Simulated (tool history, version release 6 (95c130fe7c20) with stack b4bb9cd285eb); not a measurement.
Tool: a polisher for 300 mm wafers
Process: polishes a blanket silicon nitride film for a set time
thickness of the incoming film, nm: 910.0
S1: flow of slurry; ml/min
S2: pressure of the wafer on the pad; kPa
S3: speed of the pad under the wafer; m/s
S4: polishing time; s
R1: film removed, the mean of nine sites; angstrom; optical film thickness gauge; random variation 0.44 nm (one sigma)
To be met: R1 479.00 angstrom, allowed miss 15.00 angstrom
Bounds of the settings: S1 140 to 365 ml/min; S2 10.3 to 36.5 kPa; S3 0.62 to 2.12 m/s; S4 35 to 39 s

run  hour   S1    S2    S3  S4      R1
  1   0.0  235  23.4  1.36  39  709.75
  2   0.7  235  21.4  1.36  39  660.58
  3   9.2  235  21.4  1.60  39  755.56
  4  12.7  260  21.4  1.60  39  752.48
  5  16.4  260  19.3  1.60  39  677.61
  6  18.4  260  17.9  1.60  39  630.81
  7  26.5  260  16.5  1.60  39  584.28
  8  34.9  260  15.9  1.60  39  558.86
  9  36.3  260  15.2  1.60  39  548.28
 10  43.3  260  14.5  1.60  39  514.27

5 next moves are on the table. One of them brings every result within its allowed miss. Which?
  A  50.3  245  15.2  1.58  35   ?
  B  50.3  240  15.2  1.32  37   ?
  C  50.3  280  12.4  1.58  38   ?
  D  50.3  220  15.2  1.46  35   ?
  E  50.3  250  14.5  1.56  35   ?

move      R1
   A  481.47
   B  441.73
   C  437.36
   D  447.92
   E  456.92
A: meets every target
B: takes the result that was furthest off past its target
C: takes the result that was furthest off past its target
D: takes the result that was furthest off past its target
E: takes the result that was furthest off past its target
Answer: A
